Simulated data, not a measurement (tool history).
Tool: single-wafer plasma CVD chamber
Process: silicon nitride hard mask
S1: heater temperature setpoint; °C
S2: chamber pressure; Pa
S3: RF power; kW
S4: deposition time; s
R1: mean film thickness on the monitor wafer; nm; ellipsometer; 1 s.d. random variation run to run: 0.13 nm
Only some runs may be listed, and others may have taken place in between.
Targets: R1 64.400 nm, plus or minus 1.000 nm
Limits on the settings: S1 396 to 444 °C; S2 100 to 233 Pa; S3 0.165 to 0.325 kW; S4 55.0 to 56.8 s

run    day   S1   S2     S3    S4      R1
  1  0.000  420  167  0.245  55.0  51.369
  2  0.162  420  167  0.245  55.0  51.496
  3  0.262  420  183  0.255  55.1  54.371
  4  0.529  420  195  0.265  55.2  56.636
  5  0.550  420  203  0.275  55.3  58.582
  6  0.912  420  209  0.280  55.4  59.853
  7  1.029  420  215  0.285  55.4  60.873
  8  1.121  420  219  0.290  55.4  61.997
  9  1.150  420  221  0.295  55.4  62.652
 10  1.421  420  224  0.295  55.4  63.010
 11  1.638  420  225  0.295  55.4  62.925
 12  1.854  420  227  0.295  55.4  63.089
 13  2.112  420  228  0.295  55.4  63.191
 14  2.350  420  229  0.295  55.4  63.099
 15  2.475  420  229  0.295  55.4  63.226

Which single option among these 5 for the next run brings every result within its allowed miss of target? Just one does.
  A  2.600  422  232  0.280  55.5   ?
  B  2.600  417  221  0.295  55.0   ?
  C  2.600  422  232  0.275  56.2   ?
  D  2.600  414  228  0.300  55.9   ?
  E  2.600  427  173  0.325  55.3   ?

move      R1
   A  61.573
   B  62.079
   C  61.728
   D  64.308
   E  60.746
A: misses by more than the last run did
B: misses by more than the last run did
C: misses by more than the last run did
D: every result lands within tolerance
E: misses by more than the last run did
Go with D: it meets all targets.
